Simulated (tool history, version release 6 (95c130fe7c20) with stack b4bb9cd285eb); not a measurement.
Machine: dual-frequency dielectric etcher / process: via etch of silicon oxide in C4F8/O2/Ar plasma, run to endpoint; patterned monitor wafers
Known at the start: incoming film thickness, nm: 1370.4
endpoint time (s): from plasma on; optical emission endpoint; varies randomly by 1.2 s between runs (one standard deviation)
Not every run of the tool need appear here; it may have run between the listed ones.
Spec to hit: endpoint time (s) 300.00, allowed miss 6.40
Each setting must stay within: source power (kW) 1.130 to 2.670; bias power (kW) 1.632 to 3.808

run 1 hour=0.0 | source_power_(kW)=1.900 bias_power_(kW)=2.720 | endpoint_time_(s)=244.67
run 2 hour=1.3 | source_power_(kW)=1.650 bias_power_(kW)=2.720 | endpoint_time_(s)=258.51
run 3 hour=6.9 | source_power_(kW)=1.590 bias_power_(kW)=2.676 | endpoint_time_(s)=262.26
run 4 hour=14.5 | source_power_(kW)=1.590 bias_power_(kW)=2.461 | endpoint_time_(s)=268.44
run 5 hour=22.7 | source_power_(kW)=1.540 bias_power_(kW)=2.433 | endpoint_time_(s)=272.81
run 6 hour=25.2 | source_power_(kW)=1.500 bias_power_(kW)=2.413 | endpoint_time_(s)=276.64
run 7 hour=28.7 | source_power_(kW)=1.460 bias_power_(kW)=2.401 | endpoint_time_(s)=281.50
run 8 hour=37.4 | source_power_(kW)=1.430 bias_power_(kW)=2.394 | endpoint_time_(s)=282.99
run 9 hour=43.0 | source_power_(kW)=1.140 bias_power_(kW)=2.289 | endpoint_time_(s)=311.42
run 10 hour=49.2 | source_power_(kW)=1.150 bias_power_(kW)=2.293 | endpoint_time_(s)=308.78
run 11 hour=55.6 | source_power_(kW)=1.160 bias_power_(kW)=2.296 | endpoint_time_(s)=307.53

Exactly one of the 4 candidate moves below puts every result within its allowed miss. Which one?
run A hour=62.0 | source_power_(kW)=1.340 bias_power_(kW)=1.740 | endpoint_time_(s)=?
run B hour=62.0 | source_power_(kW)=1.250 bias_power_(kW)=2.377 | endpoint_time_(s)=?
run C hour=62.0 | source_power_(kW)=1.330 bias_power_(kW)=1.632 | endpoint_time_(s)=?
run D hour=62.0 | source_power_(kW)=1.130 bias_power_(kW)=2.224 | endpoint_time_(s)=?

move=A endpoint_time_(s)=315.04
move=B endpoint_time_(s)=298.03
move=C endpoint_time_(s)=320.99
move=D endpoint_time_(s)=315.24
A: lands further from the targets than the last run did
B: in spec on every target
C: lands further from the targets than the last run did
D: lands further from the targets than the last run did
B meets every target.

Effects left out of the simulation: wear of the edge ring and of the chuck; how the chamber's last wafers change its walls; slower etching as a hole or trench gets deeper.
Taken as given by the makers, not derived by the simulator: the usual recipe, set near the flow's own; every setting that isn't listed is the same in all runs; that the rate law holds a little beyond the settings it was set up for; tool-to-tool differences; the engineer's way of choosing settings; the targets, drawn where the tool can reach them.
